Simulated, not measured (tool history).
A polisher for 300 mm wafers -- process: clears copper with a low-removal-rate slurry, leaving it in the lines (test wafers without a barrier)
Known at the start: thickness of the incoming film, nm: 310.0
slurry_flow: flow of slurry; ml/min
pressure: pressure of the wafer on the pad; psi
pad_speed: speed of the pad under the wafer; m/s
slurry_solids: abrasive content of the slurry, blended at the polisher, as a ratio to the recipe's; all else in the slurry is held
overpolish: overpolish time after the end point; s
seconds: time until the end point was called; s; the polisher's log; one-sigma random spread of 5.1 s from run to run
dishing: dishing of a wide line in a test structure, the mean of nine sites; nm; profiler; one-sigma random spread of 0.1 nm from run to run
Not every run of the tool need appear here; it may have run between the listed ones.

| run | hour | slurry_flow | pressure | pad_speed | slurry_solids | overpolish | seconds | dishing |
|---|---|---|---|---|---|---|---|---|
| 1 | 0.0 | 255 | 2.5 | 0.96 | 1.0 | 9 | 116.51 | 18.2700 |
| 2 | 1.2 | 255 | 2.3 | 0.92 | 1.0 | 9 | 128.12 | 16.1440 |
| 3 | 6.8 | 255 | 2.3 | 0.72 | 1.0 | 9 | 163.25 | 12.7350 |
| 4 | 9.6 | 250 | 2.2 | 0.70 | 1.0 | 9 | 178.45 | 11.7850 |
| 5 | 13.1 | 250 | 2.2 | 0.70 | 1.0 | 12 | 179.58 | 15.5610 |
| 6 | 20.6 | 250 | 2.2 | 0.70 | 1.0 | 10 | 177.53 | 12.8550 |
| 7 | 28.0 | 245 | 2.1 | 0.70 | 1.0 | 10 | 190.43 | 12.5710 |
| 8 | 33.4 | 240 | 2.0 | 0.70 | 1.0 | 10 | 195.47 | 11.8550 |
| 9 | 40.5 | 235 | 1.9 | 0.70 | 1.0 | 10 | 213.11 | 11.4030 |
| 10 | 48.6 | 195 | 1.2 | 0.72 | 1.0 | 12 | 316.40 | 9.0416 |
| 11 | 54.9 | 195 | 1.2 | 0.72 | 1.0 | 12 | 324.35 | 8.9119 |

Run 12 comes next. What will it give?
| 12 | 57.9 | 200 | 1.2 | 0.72 | 1.0 | 12 | ? | ? |

{"run 12": {"seconds": 319.34, "dishing": 8.89}}

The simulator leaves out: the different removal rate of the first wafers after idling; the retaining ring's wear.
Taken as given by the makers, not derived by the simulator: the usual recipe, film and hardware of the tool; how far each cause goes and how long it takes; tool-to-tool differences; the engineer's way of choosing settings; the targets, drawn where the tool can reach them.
